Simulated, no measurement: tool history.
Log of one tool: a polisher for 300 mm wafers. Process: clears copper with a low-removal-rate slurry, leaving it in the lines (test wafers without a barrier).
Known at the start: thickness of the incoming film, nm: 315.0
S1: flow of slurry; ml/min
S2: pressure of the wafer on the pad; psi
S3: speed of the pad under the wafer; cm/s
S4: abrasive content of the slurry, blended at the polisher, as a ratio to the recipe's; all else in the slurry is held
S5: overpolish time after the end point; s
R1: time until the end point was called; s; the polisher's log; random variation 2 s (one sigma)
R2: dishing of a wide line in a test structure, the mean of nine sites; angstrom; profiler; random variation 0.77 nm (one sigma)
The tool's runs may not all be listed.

Run 1, hour 0.0: S1 295 ml/min, S2 2.6 psi, S3 118 cm/s, S4 1.0, S5 15 s. Result: R1 104.270 s, R2 299.81 angstrom.
Run 2, hour 4.5: S1 295 ml/min, S2 3.0 psi, S3 118 cm/s, S4 1.0, S5 15 s. Result: R1 91.396 s, R2 327.30 angstrom.
Run 3, hour 9.2: S1 240 ml/min, S2 3.0 psi, S3 118 cm/s, S4 1.0, S5 15 s. Result: R1 91.566 s, R2 344.24 angstrom.
Run 4, hour 16.0: S1 240 ml/min, S2 3.6 psi, S3 118 cm/s, S4 1.0, S5 15 s. Result: R1 76.617 s, R2 386.65 angstrom.
Run 5, hour 19.1: S1 240 ml/min, S2 3.3 psi, S3 116 cm/s, S4 1.0, S5 16 s. Result: R1 87.347 s, R2 389.08 angstrom.
Run 6, hour 23.6: S1 240 ml/min, S2 3.3 psi, S3 104 cm/s, S4 1.0, S5 16 s. Result: R1 92.931 s, R2 354.38 angstrom.
Run 7, hour 26.7: S1 240 ml/min, S2 3.1 psi, S3 104 cm/s, S4 1.0, S5 17 s. Result: R1 98.476 s, R2 360.13 angstrom.
Run 8, hour 30.6: S1 240 ml/min, S2 2.9 psi, S3 104 cm/s, S4 1.0, S5 18 s. Result: R1 105.130 s, R2 349.73 angstrom.
Run 9, hour 32.4: S1 240 ml/min, S2 2.7 psi, S3 104 cm/s, S4 1.0, S5 19 s. Result: R1 114.770 s, R2 341.42 angstrom.
Run 10, hour 34.6: S1 240 ml/min, S2 2.6 psi, S3 104 cm/s, S4 1.0, S5 20 s. Result: R1 113.820 s, R2 350.60 angstrom.
Run 11, hour 38.3: S1 240 ml/min, S2 2.6 psi, S3 104 cm/s, S4 1.0, S5 20 s. Result: R1 114.730 s, R2 344.78 angstrom.
Run 12, hour 39.5: S1 240 ml/min, S2 2.5 psi, S3 104 cm/s, S4 1.0, S5 21 s. Result: R1 118.360 s, R2 334.89 angstrom.

Forecast run 13:
Run 13, hour 43.3: S1 240 ml/min, S2 2.4 psi, S3 102 cm/s, S4 1.0, S5 22 s. Result: R1 ?, R2 ?.

R1: 127.190 s
R2: 349.55 angstrom
